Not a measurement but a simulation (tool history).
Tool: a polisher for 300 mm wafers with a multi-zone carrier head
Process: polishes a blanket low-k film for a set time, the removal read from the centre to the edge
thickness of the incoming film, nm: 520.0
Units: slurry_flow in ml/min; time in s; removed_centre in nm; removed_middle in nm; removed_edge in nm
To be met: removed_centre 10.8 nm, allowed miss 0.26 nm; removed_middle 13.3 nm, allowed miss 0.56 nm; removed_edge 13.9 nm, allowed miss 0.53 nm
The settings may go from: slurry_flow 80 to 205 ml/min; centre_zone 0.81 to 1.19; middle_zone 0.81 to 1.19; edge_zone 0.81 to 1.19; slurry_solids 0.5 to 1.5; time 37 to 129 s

run  hour  slurry_flow  centre_zone  middle_zone  edge_zone  slurry_solids  time  removed_centre  removed_middle  removed_edge
  1     0          135            1            1          1              1    83          25.583          25.456        25.971
  2   3.6          130         0.97            1          1           0.95    79          22.701          23.753        24.024
  3   8.2          125         0.95         0.99       0.99            0.9    76          20.556          21.352        22.055
  4  11.4          125         0.95         0.99       0.99            0.9    84          22.587          23.958        24.075
  5  13.3          125         0.95         0.99       1.06            0.9    84          22.577          23.832        25.163
  6  20.3          125         0.95         0.92       1.06            0.9    84          22.372          22.691        24.919
  7  27.9           90         0.85         0.98       0.98           0.65    61          10.305          12.062        12.792
  8  30.2           90         0.85         0.99       0.99           0.65    61          10.283          12.352         13.03
  9  32.4           90         0.85         0.99       0.99           0.65    61          10.323          12.384        13.144

4 next moves are on the table. One of them brings every result within its allowed miss. Which?
  A  34.6           90         0.88         0.97       0.98           0.65    59               ?               ?             ?
  B  34.6          105         0.81         0.97       0.98              1    47               ?               ?             ?
  C  34.6           90         0.84         0.87       1.01            0.9    51               ?               ?             ?
  D  34.6           95         0.85         0.88       1.04           0.55    73               ?               ?             ?

move  removed_centre  removed_middle  removed_edge
   A          10.389          11.608        12.439
   B          10.883          13.116        13.807
   C          10.828          11.591        13.815
   D          10.893          11.593        13.791
A: further off than the last run
B: meets every target
C: brings the result that was furthest off to its target, and leaves another outside
D: brings the result that was furthest off to its target, and leaves another outside
The right move is B.

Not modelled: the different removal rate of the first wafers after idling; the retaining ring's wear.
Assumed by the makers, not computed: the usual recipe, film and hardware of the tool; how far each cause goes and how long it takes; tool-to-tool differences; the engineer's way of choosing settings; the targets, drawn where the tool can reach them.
